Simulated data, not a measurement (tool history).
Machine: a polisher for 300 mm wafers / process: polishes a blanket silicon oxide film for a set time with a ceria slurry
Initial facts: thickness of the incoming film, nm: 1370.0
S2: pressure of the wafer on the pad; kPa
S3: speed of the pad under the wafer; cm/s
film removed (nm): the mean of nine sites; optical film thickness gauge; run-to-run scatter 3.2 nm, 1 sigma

Run 1, hour 0.0: flow of slurry (ml/min) 145, S2 17.9 kPa, S3 108 cm/s, polishing time (s) 103. Result: film removed (nm) 466.02.
Run 2, hour 5.5: flow of slurry (ml/min) 140, S2 16.5 kPa, S3 108 cm/s, polishing time (s) 103. Result: film removed (nm) 425.76.
Run 3, hour 10.3: flow of slurry (ml/min) 140, S2 19.3 kPa, S3 108 cm/s, polishing time (s) 103. Result: film removed (nm) 504.40.
Run 4, hour 12.5: flow of slurry (ml/min) 135, S2 17.2 kPa, S3 108 cm/s, polishing time (s) 103. Result: film removed (nm) 454.89.
Run 5, hour 16.7: flow of slurry (ml/min) 135, S2 21.4 kPa, S3 108 cm/s, polishing time (s) 103. Result: film removed (nm) 549.30.
Run 6, hour 21.4: flow of slurry (ml/min) 135, S2 21.4 kPa, S3 108 cm/s, polishing time (s) 103. Result: film removed (nm) 552.83.

Run 7 is up next; what results do you expect?
At hour 28.6: head pressure recalibrated.
Run 7, hour 28.6: flow of slurry (ml/min) 120, S2 16.5 kPa, S3 106 cm/s, polishing time (s) 103. Result: film removed (nm) ?.

film removed (nm): 383.92
